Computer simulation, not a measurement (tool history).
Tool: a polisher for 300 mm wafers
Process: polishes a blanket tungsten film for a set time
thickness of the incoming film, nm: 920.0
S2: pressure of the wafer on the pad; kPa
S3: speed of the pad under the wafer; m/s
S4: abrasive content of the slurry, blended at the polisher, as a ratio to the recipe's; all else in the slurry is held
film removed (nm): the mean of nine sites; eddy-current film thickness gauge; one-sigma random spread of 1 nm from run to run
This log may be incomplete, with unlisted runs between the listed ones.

run 1 hour=0 | flow_of_slurry_(ml/min)=270 S2=22.8 S3=1.16 S4=1 polishing_time_(s)=47 | film_removed_(nm)=225.03
run 2 hour=7.6 | flow_of_slurry_(ml/min)=270 S2=22.8 S3=1.16 S4=1 polishing_time_(s)=49 | film_removed_(nm)=233.86
run 3 hour=10.4 | flow_of_slurry_(ml/min)=270 S2=22.8 S3=1 S4=1 polishing_time_(s)=49 | film_removed_(nm)=210.09
run 4 hour=15.3 | flow_of_slurry_(ml/min)=270 S2=22.8 S3=1 S4=0.9 polishing_time_(s)=49 | film_removed_(nm)=200.82
run 5 hour=23.8 | flow_of_slurry_(ml/min)=215 S2=22.8 S3=1 S4=0.9 polishing_time_(s)=49 | film_removed_(nm)=196.08
run 6 hour=25 | flow_of_slurry_(ml/min)=210 S2=21.4 S3=1 S4=0.9 polishing_time_(s)=49 | film_removed_(nm)=184.81
run 7 hour=30.2 | flow_of_slurry_(ml/min)=205 S2=16.5 S3=1 S4=0.9 polishing_time_(s)=49 | film_removed_(nm)=148.67
run 8 hour=36.5 | flow_of_slurry_(ml/min)=210 S2=16.5 S3=1 S4=0.9 polishing_time_(s)=49 | film_removed_(nm)=150.17

Run 9 is up next; what results do you expect?
run 9 hour=40.1 | flow_of_slurry_(ml/min)=215 S2=16.5 S3=1 S4=0.9 polishing_time_(s)=49 | film_removed_(nm)=?

{"run 9": {"film removed (nm)": 150.16}}
